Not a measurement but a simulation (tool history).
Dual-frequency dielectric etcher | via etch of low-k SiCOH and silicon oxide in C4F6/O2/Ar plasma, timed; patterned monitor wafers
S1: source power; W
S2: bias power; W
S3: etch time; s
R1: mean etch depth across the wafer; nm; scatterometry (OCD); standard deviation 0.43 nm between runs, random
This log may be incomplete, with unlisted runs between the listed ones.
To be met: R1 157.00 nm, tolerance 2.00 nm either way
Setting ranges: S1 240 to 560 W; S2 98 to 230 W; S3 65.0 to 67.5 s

| run | hour | S1 | S2 | S3 | R1 |
|---|---|---|---|---|---|
| 1 | 0.0 | 400 | 164 | 65.0 | 176.25 |
| 2 | 7.2 | 470 | 164 | 65.0 | 186.94 |
| 3 | 11.8 | 470 | 164 | 67.5 | 193.09 |
| 4 | 18.6 | 430 | 164 | 67.5 | 187.58 |
| 5 | 23.5 | 400 | 161 | 67.5 | 181.86 |
| 6 | 31.5 | 380 | 159 | 67.5 | 179.40 |
| 7 | 40.5 | 360 | 156 | 67.5 | 175.69 |
| 8 | 47.0 | 280 | 147 | 67.5 | 159.43 |

Which single option among these 5 for the next run brings every result within its allowed miss of target? Just one does.
| A | 53.5 | 270 | 172 | 66.0 | ? |
| B | 53.5 | 290 | 145 | 66.0 | ? |
| C | 53.5 | 250 | 159 | 65.5 | ? |
| D | 53.5 | 250 | 179 | 67.5 | ? |
| E | 53.5 | 300 | 162 | 65.5 | ? |

| move | R1 |
|---|---|
| A | 161.78 |
| B | 157.20 |
| C | 153.50 |
| D | 163.85 |
| E | 162.64 |
A: lands further from the targets than the last run did
B: all results in spec
C: takes the result that was furthest off past its target
D: lands further from the targets than the last run did
E: lands further from the targets than the last run did
The right move is B.
